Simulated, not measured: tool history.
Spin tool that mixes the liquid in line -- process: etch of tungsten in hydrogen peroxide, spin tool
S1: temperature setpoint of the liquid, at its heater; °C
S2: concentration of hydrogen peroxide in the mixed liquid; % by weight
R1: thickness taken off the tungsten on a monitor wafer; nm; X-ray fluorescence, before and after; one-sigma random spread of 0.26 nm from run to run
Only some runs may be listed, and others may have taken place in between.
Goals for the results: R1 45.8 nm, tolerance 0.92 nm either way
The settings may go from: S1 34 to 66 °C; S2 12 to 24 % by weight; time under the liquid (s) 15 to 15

{"run": 1, "hour": 0.0, "S1": 50, "S2": 16, "time under the liquid (s)": 15, "R1": 25.477}
{"run": 2, "hour": 1.9, "S1": 50, "S2": 16, "time under the liquid (s)": 15, "R1": 25.64}
{"run": 3, "hour": 5.1, "S1": 52, "S2": 16, "time under the liquid (s)": 15, "R1": 28.968}
{"run": 4, "hour": 9.6, "S1": 53.5, "S2": 16, "time under the liquid (s)": 15, "R1": 31.902}
{"run": 5, "hour": 17.6, "S1": 53.5, "S2": 13.5, "time under the liquid (s)": 15, "R1": 28.938}
{"run": 6, "hour": 23.4, "S1": 55, "S2": 13.5, "time under the liquid (s)": 15, "R1": 32.09}
{"run": 7, "hour": 24.9, "S1": 56, "S2": 13.5, "time under the liquid (s)": 15, "R1": 33.735}
{"run": 8, "hour": 25.9, "S1": 57, "S2": 13.5, "time under the liquid (s)": 15, "R1": 35.898}

Which of these 4 next moves meets every target?
{"run": "A", "hour": 26.9, "S1": 56, "S2": 13, "time under the liquid (s)": 15, "R1": "?"}
{"run": "B", "hour": 26.9, "S1": 55.5, "S2": 14, "time under the liquid (s)": 15, "R1": "?"}
{"run": "C", "hour": 26.9, "S1": 60.5, "S2": 14.5, "time under the liquid (s)": 15, "R1": "?"}
{"run": "D", "hour": 26.9, "S1": 58, "S2": 16, "time under the liquid (s)": 15, "R1": "?"}

move=A R1=33.481
move=B R1=33.735
move=C R1=45.929
move=D R1=41.759
A: misses by more than the last run did
B: misses by more than the last run did
C: in spec on every target
D: nearer the targets than the last run, but a result is still out of spec
So the answer is move C, the one that meets all the targets.
